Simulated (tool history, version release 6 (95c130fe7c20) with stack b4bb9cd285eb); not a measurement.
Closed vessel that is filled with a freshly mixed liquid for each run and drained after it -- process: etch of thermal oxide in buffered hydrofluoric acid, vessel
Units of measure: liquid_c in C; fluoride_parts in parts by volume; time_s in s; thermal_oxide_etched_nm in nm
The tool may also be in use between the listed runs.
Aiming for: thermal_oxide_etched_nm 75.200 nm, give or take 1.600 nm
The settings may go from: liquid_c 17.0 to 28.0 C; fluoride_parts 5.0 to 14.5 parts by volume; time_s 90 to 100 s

run 1 day=0.000 | liquid_c=20.0 fluoride_parts=9.0 time_s=90 | thermal_oxide_etched_nm=107.820
run 2 day=0.046 | liquid_c=20.0 fluoride_parts=9.0 time_s=90 | thermal_oxide_etched_nm=108.720
run 3 day=0.079 | liquid_c=20.0 fluoride_parts=9.0 time_s=100 | thermal_oxide_etched_nm=121.810
run 4 day=0.171 | liquid_c=22.5 fluoride_parts=9.0 time_s=100 | thermal_oxide_etched_nm=139.230
run 5 day=0.242 | liquid_c=22.5 fluoride_parts=9.0 time_s=100 | thermal_oxide_etched_nm=139.020
run 6 day=0.412 | liquid_c=21.5 fluoride_parts=9.5 time_s=100 | thermal_oxide_etched_nm=123.870
run 7 day=0.679 | liquid_c=17.5 fluoride_parts=12.0 time_s=100 | thermal_oxide_etched_nm=81.185
-- day=0.738 hydrofluoric acid flow meter replaced
run 8 day=0.738 | liquid_c=17.0 fluoride_parts=12.5 time_s=100 | thermal_oxide_etched_nm=69.744
run 9 day=0.871 | liquid_c=18.0 fluoride_parts=12.5 time_s=100 | thermal_oxide_etched_nm=72.664

Of the 4 settings listed for the next run, only one would bring every result within its allowed miss of target. Which one?
run A day=1.004 | liquid_c=19.0 fluoride_parts=13.5 time_s=100 | thermal_oxide_etched_nm=?
run B day=1.004 | liquid_c=17.0 fluoride_parts=11.0 time_s=100 | thermal_oxide_etched_nm=?
run C day=1.004 | liquid_c=19.5 fluoride_parts=12.0 time_s=95 | thermal_oxide_etched_nm=?
run D day=1.004 | liquid_c=18.5 fluoride_parts=12.5 time_s=100 | thermal_oxide_etched_nm=?

move=A thermal_oxide_etched_nm=72.090
move=B thermal_oxide_etched_nm=78.638
move=C thermal_oxide_etched_nm=79.059
move=D thermal_oxide_etched_nm=75.575
A: moves away from the targets compared with the last run
B: moves the result that the last run missed by most past its target, out the other side
C: moves the result that the last run missed by most past its target, out the other side
D: hits every target within its allowed miss
Correct choice: D, which meets every target
